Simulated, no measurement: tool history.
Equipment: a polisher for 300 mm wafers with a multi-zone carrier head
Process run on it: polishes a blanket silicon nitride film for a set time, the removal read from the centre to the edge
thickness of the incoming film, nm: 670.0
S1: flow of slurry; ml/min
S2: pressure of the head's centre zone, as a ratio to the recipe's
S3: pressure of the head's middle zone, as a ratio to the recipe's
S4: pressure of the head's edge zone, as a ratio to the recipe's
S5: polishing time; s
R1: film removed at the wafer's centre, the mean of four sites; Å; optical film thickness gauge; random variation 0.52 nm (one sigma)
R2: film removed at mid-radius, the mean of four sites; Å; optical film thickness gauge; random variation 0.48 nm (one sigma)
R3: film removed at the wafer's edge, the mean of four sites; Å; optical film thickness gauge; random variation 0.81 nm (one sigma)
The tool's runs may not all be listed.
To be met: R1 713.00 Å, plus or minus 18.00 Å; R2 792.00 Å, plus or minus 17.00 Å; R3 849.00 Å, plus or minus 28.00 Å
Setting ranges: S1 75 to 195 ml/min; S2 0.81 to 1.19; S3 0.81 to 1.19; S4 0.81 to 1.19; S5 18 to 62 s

run	hour	S1	S2	S3	S4	S5	R1	R2	R3
1	0.0	125	1.00	1.00	1.00	40	855.87	883.44	875.51
2	4.3	120	0.99	1.00	1.01	40	846.24	873.55	887.78
3	9.4	95	0.99	1.00	1.01	40	795.88	828.22	829.80
4	14.9	95	1.06	1.00	1.01	40	855.24	817.86	831.41
5	19.1	95	1.06	1.04	1.01	40	849.22	848.22	835.75
6	19.8	95	1.06	1.04	1.06	40	847.95	845.38	865.10
7	21.8	95	1.05	1.04	1.06	40	845.24	851.69	866.81
8	24.9	95	1.04	1.04	1.06	40	831.28	844.18	860.56
9	27.8	75	0.94	1.02	1.10	40	688.64	771.59	836.49

Which single option among these 4 for the next run brings every result within its allowed miss of target? Just one does.
A	30.7	75	0.97	1.04	1.13	40	?	?	?
B	30.7	75	0.92	1.09	1.13	39	?	?	?
C	30.7	75	0.94	0.96	1.14	40	?	?	?
D	30.7	75	0.93	1.06	1.18	40	?	?	?

move	R1	R2	R3
A	716.31	790.24	824.11
B	662.35	802.16	802.97
C	693.59	738.71	828.74
D	686.63	803.25	842.57
A: meets every target
B: misses by more than the last run did
C: misses by more than the last run did
D: misses by more than the last run did
Move A is the one to make.

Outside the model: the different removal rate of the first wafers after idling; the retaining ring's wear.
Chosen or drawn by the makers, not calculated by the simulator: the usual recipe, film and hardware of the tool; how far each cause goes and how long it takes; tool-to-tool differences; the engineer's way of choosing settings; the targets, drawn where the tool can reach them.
